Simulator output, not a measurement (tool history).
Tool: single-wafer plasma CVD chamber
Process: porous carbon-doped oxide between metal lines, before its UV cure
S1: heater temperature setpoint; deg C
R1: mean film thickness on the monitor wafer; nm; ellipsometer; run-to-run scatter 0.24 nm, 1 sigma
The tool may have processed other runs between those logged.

Run 1, day 0.000: S1 285 deg C, RF power (kW) 0.470, deposition time (s) 12.2. Result: R1 63.684 nm.
Run 2, day 0.312: S1 288 deg C, RF power (kW) 0.470, deposition time (s) 12.2. Result: R1 62.275 nm.
Run 3, day 0.592: S1 288 deg C, RF power (kW) 0.505, deposition time (s) 12.2. Result: R1 65.637 nm.
Run 4, day 0.921: S1 291 deg C, RF power (kW) 0.505, deposition time (s) 12.2. Result: R1 64.166 nm.
Run 5, day 1.117: S1 291 deg C, RF power (kW) 0.505, deposition time (s) 11.6. Result: R1 60.946 nm.
Run 6, day 1.379: S1 292 deg C, RF power (kW) 0.505, deposition time (s) 11.6. Result: R1 61.110 nm.

What will run 7 give?
Run 7, day 1.675: S1 294 deg C, RF power (kW) 0.505, deposition time (s) 11.6. Result: R1 ?.

Logged for run 7: R1 60.040 nm.
